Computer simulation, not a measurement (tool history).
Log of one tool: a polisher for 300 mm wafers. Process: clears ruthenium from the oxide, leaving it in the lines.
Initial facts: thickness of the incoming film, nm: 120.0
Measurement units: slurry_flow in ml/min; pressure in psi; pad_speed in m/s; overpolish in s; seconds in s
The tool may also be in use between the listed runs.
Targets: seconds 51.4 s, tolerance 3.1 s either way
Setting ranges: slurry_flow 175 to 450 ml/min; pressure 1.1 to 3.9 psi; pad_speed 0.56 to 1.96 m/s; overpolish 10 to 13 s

{"run": 1, "hour": 0.0, "slurry_flow": 290, "pressure": 2.5, "pad_speed": 1.26, "overpolish": 13, "seconds": 73.103}
{"run": 2, "hour": 3.5, "slurry_flow": 290, "pressure": 2.7, "pad_speed": 1.28, "overpolish": 13, "seconds": 70.83}
{"run": 3, "hour": 10.1, "slurry_flow": 290, "pressure": 2.4, "pad_speed": 1.28, "overpolish": 13, "seconds": 77.268}
{"run": 4, "hour": 11.1, "slurry_flow": 290, "pressure": 3, "pad_speed": 1.28, "overpolish": 13, "seconds": 62.772}
{"hour": 20.1, "done": "worn pad replaced by a new one"}
{"run": 5, "hour": 20.1, "slurry_flow": 290, "pressure": 3, "pad_speed": 1.28, "overpolish": 10, "seconds": 60.262}
{"run": 6, "hour": 22.1, "slurry_flow": 290, "pressure": 3, "pad_speed": 1.28, "overpolish": 13, "seconds": 59.626}
{"run": 7, "hour": 25.4, "slurry_flow": 290, "pressure": 3.1, "pad_speed": 1.28, "overpolish": 13, "seconds": 58.687}
{"run": 8, "hour": 31.2, "slurry_flow": 290, "pressure": 3.2, "pad_speed": 1.28, "overpolish": 13, "seconds": 55.232}
{"run": 9, "hour": 40.2, "slurry_flow": 290, "pressure": 3.2, "pad_speed": 1.28, "overpolish": 13, "seconds": 54.982}
{"run": 10, "hour": 42.3, "slurry_flow": 290, "pressure": 3.2, "pad_speed": 1.28, "overpolish": 13, "seconds": 56.896}

5 candidate next runs follow, results not yet known. Just one meets every target within its allowed miss. Identify it.
{"run": "A", "hour": 44.4, "slurry_flow": 330, "pressure": 3.1, "pad_speed": 1.48, "overpolish": 10, "seconds": "?"}
{"run": "B", "hour": 44.4, "slurry_flow": 290, "pressure": 3.7, "pad_speed": 1.4, "overpolish": 10, "seconds": "?"}
{"run": "C", "hour": 44.4, "slurry_flow": 265, "pressure": 3.8, "pad_speed": 0.94, "overpolish": 10, "seconds": "?"}
{"run": "D", "hour": 44.4, "slurry_flow": 310, "pressure": 3.6, "pad_speed": 1.44, "overpolish": 12, "seconds": "?"}
{"run": "E", "hour": 44.4, "slurry_flow": 270, "pressure": 3.3, "pad_speed": 1.64, "overpolish": 12, "seconds": "?"}

move=A seconds=49.383
move=B seconds=44.699
move=C seconds=61.212
move=D seconds=44.505
move=E seconds=43.323
A: meets every target
B: pushes the last run's worst result past its target
C: lands further from the targets than the last run did
D: pushes the last run's worst result past its target
E: pushes the last run's worst result past its target
Move A is the one to make.
